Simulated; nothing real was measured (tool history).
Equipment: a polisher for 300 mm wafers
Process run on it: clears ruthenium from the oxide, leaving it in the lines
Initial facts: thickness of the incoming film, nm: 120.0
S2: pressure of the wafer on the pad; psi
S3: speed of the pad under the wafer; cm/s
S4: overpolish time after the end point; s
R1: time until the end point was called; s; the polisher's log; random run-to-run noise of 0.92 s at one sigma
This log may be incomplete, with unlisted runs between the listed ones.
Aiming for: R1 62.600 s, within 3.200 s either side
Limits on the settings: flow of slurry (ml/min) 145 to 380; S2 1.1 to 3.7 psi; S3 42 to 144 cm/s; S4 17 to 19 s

{"run": 1, "day": 0.0, "flow of slurry (ml/min)": 245, "S2": 2.4, "S3": 92, "S4": 17, "R1": 87.777}
{"run": 2, "day": 0.338, "flow of slurry (ml/min)": 245, "S2": 2.5, "S3": 92, "S4": 17, "R1": 83.476}
{"run": 3, "day": 0.467, "flow of slurry (ml/min)": 245, "S2": 2.6, "S3": 92, "S4": 17, "R1": 82.754}
{"run": 4, "day": 0.571, "flow of slurry (ml/min)": 245, "S2": 2.6, "S3": 92, "S4": 17, "R1": 79.652}
{"run": 5, "day": 0.854, "flow of slurry (ml/min)": 245, "S2": 2.6, "S3": 92, "S4": 19, "R1": 82.924}
{"run": 6, "day": 0.908, "flow of slurry (ml/min)": 245, "S2": 2.6, "S3": 92, "S4": 17, "R1": 81.943}
{"run": 7, "day": 1.254, "flow of slurry (ml/min)": 245, "S2": 2.7, "S3": 92, "S4": 17, "R1": 78.249}
{"run": 8, "day": 1.412, "flow of slurry (ml/min)": 245, "S2": 2.8, "S3": 92, "S4": 17, "R1": 75.998}
{"run": 9, "day": 1.588, "flow of slurry (ml/min)": 245, "S2": 2.9, "S3": 92, "S4": 17, "R1": 71.229}

Exactly one of the 4 candidate moves below puts every result within its allowed miss. Which one?
{"run": "A", "day": 1.762, "flow of slurry (ml/min)": 330, "S2": 2.9, "S3": 68, "S4": 17, "R1": "?"}
{"run": "B", "day": 1.762, "flow of slurry (ml/min)": 250, "S2": 3.3, "S3": 94, "S4": 17, "R1": "?"}
{"run": "C", "day": 1.762, "flow of slurry (ml/min)": 250, "S2": 3.2, "S3": 124, "S4": 17, "R1": "?"}
{"run": "D", "day": 1.762, "flow of slurry (ml/min)": 275, "S2": 3.2, "S3": 114, "S4": 19, "R1": "?"}

move=A R1=83.340
move=B R1=62.321
move=C R1=53.813
move=D R1=56.503
A: lands further from the targets than the last run did
B: in spec on every target
C: the result that was furthest off in the last run now lies on the other side of its target
D: the result that was furthest off in the last run now lies on the other side of its target
B meets every target.
